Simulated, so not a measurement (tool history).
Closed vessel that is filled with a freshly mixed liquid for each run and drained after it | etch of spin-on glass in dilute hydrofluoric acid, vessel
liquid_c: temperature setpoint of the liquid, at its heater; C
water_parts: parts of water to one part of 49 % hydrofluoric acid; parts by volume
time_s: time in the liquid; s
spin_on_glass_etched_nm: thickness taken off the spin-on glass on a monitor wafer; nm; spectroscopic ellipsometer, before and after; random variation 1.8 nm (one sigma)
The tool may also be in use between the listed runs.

{"run": 1, "hour": 0.0, "liquid_c": 24, "water_parts": 150, "time_s": 300, "spin_on_glass_etched_nm": 106.06}
{"run": 2, "hour": 8.8, "liquid_c": 25.5, "water_parts": 130, "time_s": 300, "spin_on_glass_etched_nm": 134.15}
{"run": 3, "hour": 12.2, "liquid_c": 27, "water_parts": 120, "time_s": 300, "spin_on_glass_etched_nm": 155.43}
{"run": 4, "hour": 15.9, "liquid_c": 28, "water_parts": 110, "time_s": 300, "spin_on_glass_etched_nm": 179.29}
{"run": 5, "hour": 21.6, "liquid_c": 28, "water_parts": 110, "time_s": 320, "spin_on_glass_etched_nm": 189.26}
{"run": 6, "hour": 28.9, "liquid_c": 29, "water_parts": 105, "time_s": 320, "spin_on_glass_etched_nm": 207.68}
{"run": 7, "hour": 32.8, "liquid_c": 29.5, "water_parts": 100, "time_s": 320, "spin_on_glass_etched_nm": 223.61}
{"run": 8, "hour": 34.7, "liquid_c": 30, "water_parts": 95, "time_s": 320, "spin_on_glass_etched_nm": 242.14}
{"run": 9, "hour": 36.5, "liquid_c": 30.5, "water_parts": 95, "time_s": 320, "spin_on_glass_etched_nm": 246.95}

The next listed run, before its measurement:
{"run": 10, "hour": 39.7, "liquid_c": 31, "water_parts": 95, "time_s": 320, "spin_on_glass_etched_nm": "?"}

Run 10 gave spin_on_glass_etched_nm 250.99 nm.

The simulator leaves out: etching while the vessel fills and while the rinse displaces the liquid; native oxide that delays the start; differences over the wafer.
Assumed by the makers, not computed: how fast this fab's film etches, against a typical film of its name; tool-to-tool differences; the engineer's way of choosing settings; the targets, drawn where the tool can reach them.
